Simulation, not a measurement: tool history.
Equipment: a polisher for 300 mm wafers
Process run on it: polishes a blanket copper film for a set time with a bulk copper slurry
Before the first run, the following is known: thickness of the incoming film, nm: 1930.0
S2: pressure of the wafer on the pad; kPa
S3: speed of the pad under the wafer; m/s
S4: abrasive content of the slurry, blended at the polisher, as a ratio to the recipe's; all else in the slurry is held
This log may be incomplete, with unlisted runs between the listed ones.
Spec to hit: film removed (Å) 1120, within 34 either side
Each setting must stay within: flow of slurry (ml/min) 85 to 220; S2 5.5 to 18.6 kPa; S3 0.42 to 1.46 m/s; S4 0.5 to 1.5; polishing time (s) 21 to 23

Run 1, hour 0: flow of slurry (ml/min) 140, S2 11.7 kPa, S3 0.94 m/s, S4 1, polishing time (s) 23. Result: film removed (Å) 966.03.
Run 2, hour 8.5: flow of slurry (ml/min) 150, S2 12.4 kPa, S3 0.94 m/s, S4 1, polishing time (s) 23. Result: film removed (Å) 1037.9.
Run 3, hour 15.3: flow of slurry (ml/min) 155, S2 12.4 kPa, S3 0.94 m/s, S4 1, polishing time (s) 23. Result: film removed (Å) 1037.
Run 4, hour 15.8: flow of slurry (ml/min) 160, S2 12.4 kPa, S3 0.94 m/s, S4 1, polishing time (s) 23. Result: film removed (Å) 1056.3.
Run 5, hour 22: flow of slurry (ml/min) 180, S2 12.4 kPa, S3 0.94 m/s, S4 1, polishing time (s) 23. Result: film removed (Å) 1065.4.
Run 6, hour 29.8: flow of slurry (ml/min) 180, S2 12.4 kPa, S3 0.94 m/s, S4 1, polishing time (s) 21. Result: film removed (Å) 971.85.
Run 7, hour 35.1: flow of slurry (ml/min) 180, S2 13.1 kPa, S3 0.94 m/s, S4 1, polishing time (s) 21. Result: film removed (Å) 1032.5.
Run 8, hour 42.5: flow of slurry (ml/min) 180, S2 13.8 kPa, S3 0.94 m/s, S4 1, polishing time (s) 21. Result: film removed (Å) 1084.1.

Pick the move, out of 4, that brings all results within their allowed miss; only one does.
Run A, hour 49.9: flow of slurry (ml/min) 210, S2 15.9 kPa, S3 0.8 m/s, S4 0.85, polishing time (s) 21. Result: film removed (Å) ?.
Run B, hour 49.9: flow of slurry (ml/min) 175, S2 13.8 kPa, S3 0.9 m/s, S4 1, polishing time (s) 21. Result: film removed (Å) ?.
Run C, hour 49.9: flow of slurry (ml/min) 185, S2 13.8 kPa, S3 0.86 m/s, S4 1.1, polishing time (s) 21. Result: film removed (Å) ?.
Run D, hour 49.9: flow of slurry (ml/min) 170, S2 11.7 kPa, S3 1.06 m/s, S4 1, polishing time (s) 23. Result: film removed (Å) ?.

move  film removed (Å)
   A            1062.7
   B              1043
   C            1027.2
   D            1134.4
A: the biggest miss grows against the last run
B: the biggest miss grows against the last run
C: the biggest miss grows against the last run
D: meets every target
D is the move that brings every result within its allowed miss.
